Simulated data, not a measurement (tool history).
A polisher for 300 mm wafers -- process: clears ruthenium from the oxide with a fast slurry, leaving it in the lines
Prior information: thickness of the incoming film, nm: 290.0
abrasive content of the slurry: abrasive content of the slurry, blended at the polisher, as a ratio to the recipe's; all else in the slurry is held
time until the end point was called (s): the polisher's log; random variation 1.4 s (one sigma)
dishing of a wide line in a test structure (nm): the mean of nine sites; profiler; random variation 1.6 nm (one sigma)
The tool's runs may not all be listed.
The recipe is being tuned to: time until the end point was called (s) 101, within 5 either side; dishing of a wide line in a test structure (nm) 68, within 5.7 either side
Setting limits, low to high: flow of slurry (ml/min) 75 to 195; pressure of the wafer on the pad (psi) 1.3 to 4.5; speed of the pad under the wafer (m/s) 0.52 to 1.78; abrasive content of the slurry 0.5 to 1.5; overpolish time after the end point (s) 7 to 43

run,hour,flow of slurry (ml/min),pressure of the wafer on the pad (psi),speed of the pad under the wafer (m/s),abrasive content of the slurry,overpolish time after the end point (s),time until the end point was called (s),dishing of a wide line in a test structure (nm)
1,0,125,2.9,1.14,1,22,53.84,71.241
2,2.5,100,2.9,1.14,1,22,56.021,71.134
3,11,100,2.5,1.12,1,25,64.395,66.21
4,12.9,100,2.2,1.1,1,29,75.021,67.89
5,18.6,100,2,1.1,1,31,80.948,67.41
6,25,100,2,1.2,1,31,74.175,73.296
7,32.5,100,1.8,1.2,1,32,80.376,68.929
8,40.5,100,1.7,1.2,1,33,84.97,64.546
9,47.9,100,1.6,1.18,1,34,92.486,68.117
10,51.8,100,1.6,1.18,1,34,92.046,62.59
11,58.9,95,1.3,1.18,1,39,109.14,62.826
12,61.8,100,1.3,1.18,1,39,109.67,62.815

Below are 5 possible settings for the next run. Only one of them brings all results inside the allowed miss of their targets. Which is it?
A,64.7,120,1.4,1.14,1,40,?,?
B,64.7,165,1.7,1.04,0.95,26,?,?
C,64.7,110,1.4,1.06,0.95,35,?,?
D,64.7,115,1.7,1.04,1.15,28,?,?
E,64.7,85,2.2,0.98,0.95,35,?,?

move,time until the end point was called (s),dishing of a wide line in a test structure (nm)
A,102.41,68.475
B,92.047,51.569
C,114.37,55.375
D,89.987,56.196
E,88.017,69.531
A: all results land within tolerance of their targets
B: takes the result that was furthest off past its target
C: misses by more than the last run did
D: takes the result that was furthest off past its target
E: takes the result that was furthest off past its target
Answer: A

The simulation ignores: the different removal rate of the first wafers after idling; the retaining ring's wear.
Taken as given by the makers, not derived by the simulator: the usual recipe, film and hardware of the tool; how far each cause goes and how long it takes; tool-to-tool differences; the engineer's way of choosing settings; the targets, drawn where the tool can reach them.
